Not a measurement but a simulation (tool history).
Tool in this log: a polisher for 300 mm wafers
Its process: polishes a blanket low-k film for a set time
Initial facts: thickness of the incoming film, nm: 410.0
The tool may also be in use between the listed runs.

run	hour	flow of slurry (ml/min)	pressure of the wafer on the pad (kPa)	speed of the pad under the wafer (m/s)	abrasive content of the slurry	polishing time (s)	film removed (nm)
1	0	185	12.4	1.08	1	82	29.902
2	1.5	185	12.4	1.08	1.2	82	33.4
3	3.7	185	12.4	1.08	1.2	86	34.235
4	10.9	185	12.4	1.08	1.2	82	33.23
5	15.8	230	12.4	1.08	1.2	82	33.521
6	24.2	230	12.4	1.18	1.2	82	36.69
7	28.9	230	13.1	1.18	1.2	82	37.371

What does the tool deliver on the next run?
8	30.6	230	13.8	1.18	1.2	82	?

film removed (nm): 38.99
